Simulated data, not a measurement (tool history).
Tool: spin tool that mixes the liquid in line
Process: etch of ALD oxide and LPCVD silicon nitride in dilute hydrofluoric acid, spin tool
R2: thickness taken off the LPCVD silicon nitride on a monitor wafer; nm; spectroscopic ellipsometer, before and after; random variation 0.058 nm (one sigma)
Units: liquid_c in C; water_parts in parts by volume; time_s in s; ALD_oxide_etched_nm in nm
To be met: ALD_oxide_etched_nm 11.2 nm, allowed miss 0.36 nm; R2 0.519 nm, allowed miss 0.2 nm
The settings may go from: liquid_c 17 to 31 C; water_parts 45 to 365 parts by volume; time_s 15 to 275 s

Run 1, hour 0: liquid_c 23 C, water_parts 205 parts by volume, time_s 140 s. Result: ALD_oxide_etched_nm 7.2902 nm, R2 0.28208 nm.
Run 2, hour 1.3: liquid_c 24.5 C, water_parts 200 parts by volume, time_s 140 s. Result: ALD_oxide_etched_nm 8.2332 nm, R2 0.32261 nm.
Run 3, hour 7.4: liquid_c 24.5 C, water_parts 200 parts by volume, time_s 115 s. Result: ALD_oxide_etched_nm 6.6044 nm, R2 0.24805 nm.
Run 4, hour 15.6: liquid_c 24.5 C, water_parts 200 parts by volume, time_s 145 s. Result: ALD_oxide_etched_nm 8.3268 nm, R2 0.36987 nm.
Run 5, hour 17.6: liquid_c 24.5 C, water_parts 245 parts by volume, time_s 145 s. Result: ALD_oxide_etched_nm 6.5406 nm, R2 0.30431 nm.
Run 6, hour 19.7: liquid_c 24.5 C, water_parts 245 parts by volume, time_s 85 s. Result: ALD_oxide_etched_nm 3.7403 nm, R2 0.1877 nm.
Run 7, hour 22.8: liquid_c 26 C, water_parts 220 parts by volume, time_s 85 s. Result: ALD_oxide_etched_nm 4.6495 nm, R2 0.19805 nm.
Run 8, hour 25.5: liquid_c 27 C, water_parts 200 parts by volume, time_s 85 s. Result: ALD_oxide_etched_nm 5.413 nm, R2 0.28489 nm.
Run 9, hour 30.2: liquid_c 27.5 C, water_parts 175 parts by volume, time_s 85 s. Result: ALD_oxide_etched_nm 6.3741 nm, R2 0.33796 nm.
Run 10, hour 36.6: liquid_c 27.5 C, water_parts 155 parts by volume, time_s 85 s. Result: ALD_oxide_etched_nm 7.3858 nm, R2 0.27671 nm.
Run 11, hour 43.4: liquid_c 28 C, water_parts 145 parts by volume, time_s 85 s. Result: ALD_oxide_etched_nm 8.2104 nm, R2 0.36239 nm.
Run 12, hour 48: liquid_c 28.5 C, water_parts 140 parts by volume, time_s 85 s. Result: ALD_oxide_etched_nm 8.6532 nm, R2 0.36354 nm.
Run 13, hour 56.5: liquid_c 29 C, water_parts 135 parts by volume, time_s 85 s. Result: ALD_oxide_etched_nm 9.3286 nm, R2 0.35158 nm.
Run 14, hour 64.2: liquid_c 29.5 C, water_parts 135 parts by volume, time_s 85 s. Result: ALD_oxide_etched_nm 9.4266 nm, R2 0.43236 nm.
Run 15, hour 70.6: liquid_c 29.5 C, water_parts 130 parts by volume, time_s 85 s. Result: ALD_oxide_etched_nm 9.8641 nm, R2 0.38479 nm.
At hour 78.6: thermometer replaced.
Run 16, hour 78.6: liquid_c 30 C, water_parts 130 parts by volume, time_s 85 s. Result: ALD_oxide_etched_nm 10.638 nm, R2 0.52764 nm.

4 next moves are on the table. One of them brings every result within its allowed miss. Which?
Run A, hour 86.6: liquid_c 31 C, water_parts 185 parts by volume, time_s 120 s. Result: ALD_oxide_etched_nm ?, R2 ?.
Run B, hour 86.6: liquid_c 28 C, water_parts 160 parts by volume, time_s 125 s. Result: ALD_oxide_etched_nm ?, R2 ?.
Run C, hour 86.6: liquid_c 30.5 C, water_parts 155 parts by volume, time_s 100 s. Result: ALD_oxide_etched_nm ?, R2 ?.
Run D, hour 86.6: liquid_c 31 C, water_parts 120 parts by volume, time_s 75 s. Result: ALD_oxide_etched_nm ?, R2 ?.

move  ALD_oxide_etched_nm       R2
   A               10.001  0.45809
   B               11.175  0.46069
   C               10.162  0.44372
   D               10.511  0.44497
A: further off than the last run
B: meets every target
C: further off than the last run
D: further off than the last run
Move B is the one to make.

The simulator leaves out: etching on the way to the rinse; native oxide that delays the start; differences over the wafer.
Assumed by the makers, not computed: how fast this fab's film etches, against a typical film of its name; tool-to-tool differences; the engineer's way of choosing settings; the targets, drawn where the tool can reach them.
